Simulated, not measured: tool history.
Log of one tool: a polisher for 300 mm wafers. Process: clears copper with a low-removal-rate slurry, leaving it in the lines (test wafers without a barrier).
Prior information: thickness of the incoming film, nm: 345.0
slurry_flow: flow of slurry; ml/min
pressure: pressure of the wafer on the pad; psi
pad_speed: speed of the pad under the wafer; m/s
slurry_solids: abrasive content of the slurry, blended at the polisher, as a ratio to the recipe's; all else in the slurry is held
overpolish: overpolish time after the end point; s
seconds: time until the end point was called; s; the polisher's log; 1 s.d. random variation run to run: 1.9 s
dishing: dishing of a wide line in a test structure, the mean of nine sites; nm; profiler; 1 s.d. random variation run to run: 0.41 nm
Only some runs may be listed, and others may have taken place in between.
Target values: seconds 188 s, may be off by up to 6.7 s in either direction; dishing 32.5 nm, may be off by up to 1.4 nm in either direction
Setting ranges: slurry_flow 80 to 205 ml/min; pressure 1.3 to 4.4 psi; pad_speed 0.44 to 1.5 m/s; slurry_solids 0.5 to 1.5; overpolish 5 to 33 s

run 1 day=0 | slurry_flow=135 pressure=2.8 pad_speed=0.96 slurry_solids=1 overpolish=17 | seconds=125.12 dishing=32.141
run 2 day=0.212 | slurry_flow=125 pressure=2.5 pad_speed=0.96 slurry_solids=1 overpolish=19 | seconds=138.13 dishing=32.998
run 3 day=0.375 | slurry_flow=125 pressure=2.2 pad_speed=0.96 slurry_solids=1 overpolish=20 | seconds=151.6 dishing=30.987
run 4 day=0.425 | slurry_flow=120 pressure=2 pad_speed=0.96 slurry_solids=1 overpolish=22 | seconds=165.52 dishing=31.532
run 5 day=0.792 | slurry_flow=105 pressure=2 pad_speed=0.96 slurry_solids=1 overpolish=22 | seconds=163.46 dishing=31.008
run 6 day=1.038 | slurry_flow=105 pressure=2 pad_speed=1.12 slurry_solids=1 overpolish=22 | seconds=142.15 dishing=35.172
run 7 day=1.075 | slurry_flow=105 pressure=1.8 pad_speed=1.1 slurry_solids=1 overpolish=23 | seconds=157.91 dishing=33.153
run 8 day=1.354 | slurry_flow=105 pressure=1.7 pad_speed=1.1 slurry_solids=1 overpolish=24 | seconds=164.48 dishing=33.419
run 9 day=1.65 | slurry_flow=105 pressure=1.6 pad_speed=1.1 slurry_solids=1 overpolish=25 | seconds=170.5 dishing=33.321
run 10 day=2.025 | slurry_flow=105 pressure=1.5 pad_speed=1.1 slurry_solids=1 overpolish=26 | seconds=177.79 dishing=32.971

Which single option among these 5 for the next run brings every result within its allowed miss of target? Just one does.
run A day=2.4 | slurry_flow=105 pressure=1.5 pad_speed=1.22 slurry_solids=1 overpolish=23 | seconds=? dishing=?
run B day=2.4 | slurry_flow=105 pressure=1.3 pad_speed=1.16 slurry_solids=1 overpolish=27 | seconds=? dishing=?
run C day=2.4 | slurry_flow=125 pressure=1.4 pad_speed=1.16 slurry_solids=0.95 overpolish=24 | seconds=? dishing=?
run D day=2.4 | slurry_flow=100 pressure=1.6 pad_speed=1.14 slurry_solids=0.95 overpolish=23 | seconds=? dishing=?
run E day=2.4 | slurry_flow=120 pressure=2.2 pad_speed=0.84 slurry_solids=1.05 overpolish=25 | seconds=? dishing=?

move=A seconds=161.4 dishing=32.477
move=B seconds=186.3 dishing=32.747
move=C seconds=175.2 dishing=31.279
move=D seconds=167.63 dishing=31.502
move=E seconds=171.83 dishing=33.624
A: moves away from the targets compared with the last run
B: all results in spec
C: moves away from the targets compared with the last run
D: moves away from the targets compared with the last run
E: moves away from the targets compared with the last run
B is the move that brings every result within its allowed miss.

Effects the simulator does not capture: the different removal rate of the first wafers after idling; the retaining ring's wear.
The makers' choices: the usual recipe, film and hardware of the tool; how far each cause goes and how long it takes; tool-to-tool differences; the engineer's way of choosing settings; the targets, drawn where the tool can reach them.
